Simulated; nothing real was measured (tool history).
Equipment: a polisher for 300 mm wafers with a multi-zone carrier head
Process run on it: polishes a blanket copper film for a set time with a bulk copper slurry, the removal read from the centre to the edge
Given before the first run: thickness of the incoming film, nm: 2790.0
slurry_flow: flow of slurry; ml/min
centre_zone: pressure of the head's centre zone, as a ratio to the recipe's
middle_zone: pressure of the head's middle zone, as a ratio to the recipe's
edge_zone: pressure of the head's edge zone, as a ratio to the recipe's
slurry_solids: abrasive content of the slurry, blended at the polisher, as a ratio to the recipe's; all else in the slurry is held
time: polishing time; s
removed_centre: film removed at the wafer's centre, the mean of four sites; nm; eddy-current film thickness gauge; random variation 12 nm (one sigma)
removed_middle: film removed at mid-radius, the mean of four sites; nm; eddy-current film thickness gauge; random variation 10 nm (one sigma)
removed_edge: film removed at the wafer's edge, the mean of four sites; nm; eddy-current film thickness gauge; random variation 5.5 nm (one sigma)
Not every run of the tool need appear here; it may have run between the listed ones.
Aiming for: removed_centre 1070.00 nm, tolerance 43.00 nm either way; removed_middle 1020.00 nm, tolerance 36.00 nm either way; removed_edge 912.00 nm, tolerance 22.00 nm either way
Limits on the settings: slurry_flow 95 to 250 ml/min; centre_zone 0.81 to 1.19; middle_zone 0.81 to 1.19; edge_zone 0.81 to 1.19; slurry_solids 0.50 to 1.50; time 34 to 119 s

run 1 hour=0.0 | slurry_flow=160 centre_zone=1.00 middle_zone=1.00 edge_zone=1.00 slurry_solids=1.00 time=76 | removed_centre=805.19 removed_middle=808.30 removed_edge=799.68
run 2 hour=4.2 | slurry_flow=180 centre_zone=1.05 middle_zone=1.04 edge_zone=1.02 slurry_solids=1.05 time=76 | removed_centre=857.49 removed_middle=869.63 removed_edge=827.83
run 3 hour=8.8 | slurry_flow=180 centre_zone=1.00 middle_zone=1.04 edge_zone=1.02 slurry_solids=1.05 time=76 | removed_centre=818.13 removed_middle=861.38 removed_edge=821.94
run 4 hour=12.5 | slurry_flow=195 centre_zone=1.06 middle_zone=1.06 edge_zone=1.02 slurry_solids=1.10 time=76 | removed_centre=896.43 removed_middle=882.71 removed_edge=838.55
run 5 hour=15.9 | slurry_flow=195 centre_zone=1.06 middle_zone=1.11 edge_zone=1.02 slurry_solids=1.10 time=76 | removed_centre=893.19 removed_middle=916.07 removed_edge=836.90
run 6 hour=23.0 | slurry_flow=205 centre_zone=1.10 middle_zone=1.13 edge_zone=1.04 slurry_solids=1.15 time=76 | removed_centre=927.50 removed_middle=940.05 removed_edge=863.21
run 7 hour=26.6 | slurry_flow=215 centre_zone=1.13 middle_zone=1.14 edge_zone=1.04 slurry_solids=1.20 time=76 | removed_centre=963.75 removed_middle=960.75 removed_edge=857.31
run 8 hour=33.7 | slurry_flow=220 centre_zone=1.15 middle_zone=1.14 edge_zone=1.05 slurry_solids=1.25 time=77 | removed_centre=1027.10 removed_middle=988.26 removed_edge=884.18

4 candidate next runs follow, results not yet known. Just one meets every target within its allowed miss. Identify it.
run A hour=40.8 | slurry_flow=250 centre_zone=1.18 middle_zone=1.12 edge_zone=0.96 slurry_solids=1.20 time=78 | removed_centre=? removed_middle=? removed_edge=?
run B hour=40.8 | slurry_flow=245 centre_zone=1.15 middle_zone=1.12 edge_zone=1.00 slurry_solids=1.15 time=82 | removed_centre=? removed_middle=? removed_edge=?
run C hour=40.8 | slurry_flow=200 centre_zone=1.09 middle_zone=1.08 edge_zone=1.17 slurry_solids=1.15 time=81 | removed_centre=? removed_middle=? removed_edge=?
run D hour=40.8 | slurry_flow=230 centre_zone=1.10 middle_zone=1.15 edge_zone=1.11 slurry_solids=1.35 time=73 | removed_centre=? removed_middle=? removed_edge=?

move=A removed_centre=1083.70 removed_middle=992.44 removed_edge=854.28
move=B removed_centre=1098.00 removed_middle=1032.20 removed_edge=905.05
move=C removed_centre=1004.60 removed_middle=968.92 removed_edge=948.23
move=D removed_centre=960.55 removed_middle=966.69 removed_edge=870.12
A: its largest miss is bigger than the last run's
B: each result inside its tolerance
C: carries the result that was furthest off beyond its target, to the other side
D: its largest miss is bigger than the last run's
Answer: B
